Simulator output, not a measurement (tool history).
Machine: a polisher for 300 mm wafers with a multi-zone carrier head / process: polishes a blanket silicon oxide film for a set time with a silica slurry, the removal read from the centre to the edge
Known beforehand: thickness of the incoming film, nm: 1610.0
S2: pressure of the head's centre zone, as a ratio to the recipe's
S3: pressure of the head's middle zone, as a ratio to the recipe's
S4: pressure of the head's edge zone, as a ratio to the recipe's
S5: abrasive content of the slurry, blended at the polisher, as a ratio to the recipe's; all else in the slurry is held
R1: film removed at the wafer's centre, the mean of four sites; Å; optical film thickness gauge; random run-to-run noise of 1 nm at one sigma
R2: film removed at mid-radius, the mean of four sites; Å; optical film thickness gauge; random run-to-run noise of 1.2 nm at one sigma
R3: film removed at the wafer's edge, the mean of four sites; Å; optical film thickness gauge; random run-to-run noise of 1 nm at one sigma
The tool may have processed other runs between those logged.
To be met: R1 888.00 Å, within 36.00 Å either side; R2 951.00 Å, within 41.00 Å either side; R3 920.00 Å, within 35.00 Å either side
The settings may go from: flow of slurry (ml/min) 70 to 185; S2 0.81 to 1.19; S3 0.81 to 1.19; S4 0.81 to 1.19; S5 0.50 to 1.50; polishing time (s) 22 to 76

{"run": 1, "hour": 0.0, "flow of slurry (ml/min)": 120, "S2": 1.0, "S3": 1.0, "S4": 1.0, "S5": 1.0, "polishing time (s)": 49, "R1": 1593.7, "R2": 1647.4, "R3": 1548.1}
{"run": 2, "hour": 6.6, "flow of slurry (ml/min)": 115, "S2": 0.98, "S3": 0.99, "S4": 0.98, "S5": 0.9, "polishing time (s)": 47, "R1": 1380.4, "R2": 1423.4, "R3": 1370.3}
{"run": 3, "hour": 7.5, "flow of slurry (ml/min)": 110, "S2": 0.96, "S3": 0.99, "S4": 0.95, "S5": 0.8, "polishing time (s)": 46, "R1": 1181.3, "R2": 1252.8, "R3": 1166.0}
{"run": 4, "hour": 8.3, "flow of slurry (ml/min)": 110, "S2": 0.96, "S3": 0.91, "S4": 0.95, "S5": 0.8, "polishing time (s)": 46, "R1": 1193.7, "R2": 1180.2, "R3": 1161.6}
{"run": 5, "hour": 13.8, "flow of slurry (ml/min)": 110, "S2": 0.96, "S3": 0.91, "S4": 0.88, "S5": 0.8, "polishing time (s)": 46, "R1": 1140.4, "R2": 1204.9, "R3": 1131.2}
{"run": 6, "hour": 18.5, "flow of slurry (ml/min)": 110, "S2": 0.96, "S3": 0.91, "S4": 0.95, "S5": 0.8, "polishing time (s)": 46, "R1": 1171.2, "R2": 1210.2, "R3": 1162.0}
{"run": 7, "hour": 22.3, "flow of slurry (ml/min)": 105, "S2": 0.95, "S3": 0.9, "S4": 0.94, "S5": 0.75, "polishing time (s)": 46, "R1": 1089.9, "R2": 1106.2, "R3": 1076.3}
{"run": 8, "hour": 25.2, "flow of slurry (ml/min)": 100, "S2": 0.94, "S3": 0.9, "S4": 0.93, "S5": 0.75, "polishing time (s)": 46, "R1": 1048.8, "R2": 1083.8, "R3": 1037.7}
{"run": 9, "hour": 29.4, "flow of slurry (ml/min)": 95, "S2": 0.93, "S3": 0.9, "S4": 0.94, "S5": 0.75, "polishing time (s)": 46, "R1": 1032.2, "R2": 1074.5, "R3": 1062.0}
{"run": 10, "hour": 35.7, "flow of slurry (ml/min)": 95, "S2": 0.93, "S3": 0.89, "S4": 0.92, "S5": 0.75, "polishing time (s)": 46, "R1": 1036.0, "R2": 1064.8, "R3": 1048.1}
{"run": 11, "hour": 36.4, "flow of slurry (ml/min)": 90, "S2": 0.92, "S3": 0.89, "S4": 0.9, "S5": 0.75, "polishing time (s)": 46, "R1": 991.77, "R2": 1051.8, "R3": 1032.1}
{"hour": 43.5, "done": "edge zone pressure recalibrated"}
{"run": 12, "hour": 43.5, "flow of slurry (ml/min)": 90, "S2": 0.92, "S3": 0.88, "S4": 0.89, "S5": 0.75, "polishing time (s)": 46, "R1": 987.92, "R2": 1041.9, "R3": 1067.9}
{"run": 13, "hour": 48.6, "flow of slurry (ml/min)": 90, "S2": 0.91, "S3": 0.88, "S4": 0.89, "S5": 0.7, "polishing time (s)": 46, "R1": 919.14, "R2": 971.23, "R3": 987.7}
{"run": 14, "hour": 54.7, "flow of slurry (ml/min)": 80, "S2": 0.91, "S3": 0.9, "S4": 0.81, "S5": 0.65, "polishing time (s)": 46, "R1": 810.36, "R2": 848.48, "R3": 852.32}
{"run": 15, "hour": 60.2, "flow of slurry (ml/min)": 85, "S2": 0.91, "S3": 0.9, "S4": 0.81, "S5": 0.65, "polishing time (s)": 46, "R1": 825.08, "R2": 873.43, "R3": 862.57}

Which single option among these 5 for the next run brings every result within its allowed miss of target? Just one does.
{"run": "A", "hour": 65.7, "flow of slurry (ml/min)": 115, "S2": 0.95, "S3": 0.87, "S4": 0.81, "S5": 0.55, "polishing time (s)": 54, "R1": "?", "R2": "?", "R3": "?"}
{"run": "B", "hour": 65.7, "flow of slurry (ml/min)": 100, "S2": 0.91, "S3": 0.92, "S4": 0.82, "S5": 0.8, "polishing time (s)": 38, "R1": "?", "R2": "?", "R3": "?"}
{"run": "C", "hour": 65.7, "flow of slurry (ml/min)": 80, "S2": 0.82, "S3": 1.0, "S4": 0.85, "S5": 0.7, "polishing time (s)": 43, "R1": "?", "R2": "?", "R3": "?"}
{"run": "D", "hour": 65.7, "flow of slurry (ml/min)": 70, "S2": 0.89, "S3": 0.81, "S4": 0.99, "S5": 0.6, "polishing time (s)": 53, "R1": "?", "R2": "?", "R3": "?"}
{"run": "E", "hour": 65.7, "flow of slurry (ml/min)": 120, "S2": 0.87, "S3": 1.16, "S4": 0.81, "S5": 0.65, "polishing time (s)": 41, "R1": "?", "R2": "?", "R3": "?"}

move=A R1=849.78 R2=853.41 R3=841.35
move=B R1=893.36 R2=961.57 R3=935.78
move=C R1=743.29 R2=918.52 R3=889.66
move=D R1=742.37 R2=777.20 R3=929.19
move=E R1=788.92 R2=997.05 R3=827.56
A: misses by more than the last run did
B: meets every target
C: brings the result that was furthest off to its target, and leaves another outside
D: misses by more than the last run did
E: takes the biggest miss from the last run beyond its target
The move that meets every target is B.
